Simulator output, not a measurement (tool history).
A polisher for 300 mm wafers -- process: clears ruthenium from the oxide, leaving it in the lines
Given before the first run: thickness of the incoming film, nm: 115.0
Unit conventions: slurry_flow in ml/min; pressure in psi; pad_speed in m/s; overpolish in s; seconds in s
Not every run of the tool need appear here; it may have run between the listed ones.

| run | hour | slurry_flow | pressure | pad_speed | overpolish | seconds |
|---|---|---|---|---|---|---|
| 1 | 0.0 | 315 | 1.6 | 0.88 | 6 | 134.54 |
| 2 | 5.0 | 315 | 1.4 | 0.88 | 6 | 153.42 |
| 3 | 11.5 | 315 | 1.2 | 0.88 | 6 | 179.09 |
| 4 | 16.3 | 240 | 1.2 | 0.88 | 6 | 175.64 |
| 5 | 20.1 | 240 | 1.2 | 1.04 | 6 | 152.32 |
| 6 | 27.3 | 240 | 1.2 | 1.04 | 4 | 155.38 |
| 7 | 32.6 | 240 | 0.8 | 1.02 | 4 | 231.84 |

Estimate the outcome of run 8 from the log above:
| 8 | 34.8 | 240 | 1.0 | 1.02 | 4 | ? |

Run 8 gave seconds 188.25 s.
